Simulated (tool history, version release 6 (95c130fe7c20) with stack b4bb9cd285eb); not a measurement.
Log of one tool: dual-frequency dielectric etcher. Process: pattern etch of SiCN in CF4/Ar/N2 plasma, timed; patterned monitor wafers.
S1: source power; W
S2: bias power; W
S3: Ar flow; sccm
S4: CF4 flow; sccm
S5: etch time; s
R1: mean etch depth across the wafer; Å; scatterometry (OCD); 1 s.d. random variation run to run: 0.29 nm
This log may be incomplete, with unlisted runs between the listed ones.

run 1 day=0.000 | S1=340 S2=66 S3=97 S4=50 S5=115 | R1=739.08
run 2 day=0.146 | S1=340 S2=66 S3=106 S4=50 S5=115 | R1=730.15
run 3 day=0.342 | S1=340 S2=66 S3=106 S4=43 S5=115 | R1=712.34
run 4 day=0.650 | S1=340 S2=66 S3=98 S4=43 S5=115 | R1=716.39
run 5 day=0.971 | S1=360 S2=67 S3=97 S4=43 S5=115 | R1=764.57
run 6 day=1.212 | S1=360 S2=67 S3=109 S4=43 S5=115 | R1=754.49
-- day=1.371 wet clean of the chamber
run 7 day=1.371 | S1=380 S2=68 S3=109 S4=43 S5=115 | R1=824.82

What does the tool deliver on the next run?
run 8 day=1.454 | S1=390 S2=68 S3=109 S4=43 S5=115 | R1=?

Run 8 came out at R1 848.49 Å.
